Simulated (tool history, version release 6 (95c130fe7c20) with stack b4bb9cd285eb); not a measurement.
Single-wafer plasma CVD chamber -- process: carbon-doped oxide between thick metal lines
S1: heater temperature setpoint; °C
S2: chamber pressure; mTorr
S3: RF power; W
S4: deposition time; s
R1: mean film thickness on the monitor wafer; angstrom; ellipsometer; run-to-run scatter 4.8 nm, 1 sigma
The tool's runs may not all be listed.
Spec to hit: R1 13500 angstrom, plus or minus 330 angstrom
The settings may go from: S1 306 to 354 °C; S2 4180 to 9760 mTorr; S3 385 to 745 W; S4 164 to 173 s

run  hour   S1    S2   S3   S4     R1
  1   0.0  330  6970  565  173  11017
  2   7.0  330  6040  565  173  10870
  3  14.4  329  6140  585  173  11192
  4  18.6  319  6140  585  173  11548
  5  22.0  319  6140  585  173  11618
  6  24.2  318  6190  595  173  11708
     26.2  -- RF generator calibrated
  7  26.2  317  6230  610  173  12561
  8  28.1  316  6320  610  173  12637

4 candidate next runs follow, results not yet known. Just one meets every target within its allowed miss. Identify it.
  A  30.0  313  6740  600  164   ?
  B  30.0  306  5950  635  173   ?
  C  30.0  310  7720  680  173   ?
  D  30.0  307  6040  685  173   ?

move     R1
   A  12032
   B  13373
   C  14061
   D  14033
A: moves away from the targets compared with the last run
B: hits every target within its allowed miss
C: the result that was furthest off in the last run now lies on the other side of its target
D: the result that was furthest off in the last run now lies on the other side of its target
The right move is B.
